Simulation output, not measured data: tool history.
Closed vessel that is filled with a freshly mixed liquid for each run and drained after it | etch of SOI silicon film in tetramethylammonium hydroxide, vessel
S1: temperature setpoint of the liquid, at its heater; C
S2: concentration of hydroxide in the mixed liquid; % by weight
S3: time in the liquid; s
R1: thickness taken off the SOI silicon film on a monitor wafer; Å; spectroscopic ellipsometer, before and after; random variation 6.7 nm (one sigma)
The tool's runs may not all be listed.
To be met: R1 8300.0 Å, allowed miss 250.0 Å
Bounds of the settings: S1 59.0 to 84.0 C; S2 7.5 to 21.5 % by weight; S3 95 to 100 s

run 1 hour=0.0 | S1=72.0 S2=14.5 S3=95 | R1=6446.3
run 2 hour=3.6 | S1=72.0 S2=14.5 S3=95 | R1=6476.5
run 3 hour=6.7 | S1=72.0 S2=14.5 S3=100 | R1=6848.9
run 4 hour=12.1 | S1=76.5 S2=14.5 S3=100 | R1=8947.1
run 5 hour=17.2 | S1=76.5 S2=14.5 S3=100 | R1=8814.4
-- hour=22.9 thermometer replaced
run 6 hour=22.9 | S1=72.0 S2=14.5 S3=100 | R1=7381.3
run 7 hour=28.1 | S1=73.0 S2=14.5 S3=100 | R1=7707.6
run 8 hour=32.5 | S1=73.0 S2=14.5 S3=100 | R1=7667.2

Which of these 4 next moves meets every target?
run A hour=36.9 | S1=72.5 S2=12.5 S3=95 | R1=?
run B hour=36.9 | S1=72.5 S2=14.0 S3=100 | R1=?
run C hour=36.9 | S1=75.0 S2=16.5 S3=100 | R1=?
run D hour=36.9 | S1=72.0 S2=16.0 S3=95 | R1=?

move=A R1=7539.7
move=B R1=7526.7
move=C R1=8109.1
move=D R1=6553.1
A: further off than the last run
B: further off than the last run
C: meets every target
D: further off than the last run
The right move is C.
